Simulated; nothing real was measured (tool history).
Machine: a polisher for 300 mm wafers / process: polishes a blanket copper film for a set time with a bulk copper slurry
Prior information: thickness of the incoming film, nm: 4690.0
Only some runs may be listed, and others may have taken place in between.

run    day  flow of slurry (ml/min)  pressure of the wafer on the pad (psi)  speed of the pad under the wafer (m/s)  abrasive content of the slurry  polishing time (s)  film removed (nm)
  1  0.000                      305                                     2.6                                    1.12                             1.0                  95             986.90
  2  0.058                      305                                     2.9                                    1.12                             1.0                  95            1110.10
  3  0.179                      350                                     2.9                                    1.12                             1.0                  95            1093.30
  4  0.304                      350                                     2.9                                    1.12                             1.0                 100            1160.90
  5  0.500                      350                                     2.4                                    1.12                             1.0                 100             970.77
  6  0.642                      305                                     2.4                                    1.12                             1.0                 100             967.03

Forecast run 7:
  7  0.996                      305                                     2.0                                    1.08                             1.0                 100                  ?

{"run 7": {"film removed (nm)": 771.36}}

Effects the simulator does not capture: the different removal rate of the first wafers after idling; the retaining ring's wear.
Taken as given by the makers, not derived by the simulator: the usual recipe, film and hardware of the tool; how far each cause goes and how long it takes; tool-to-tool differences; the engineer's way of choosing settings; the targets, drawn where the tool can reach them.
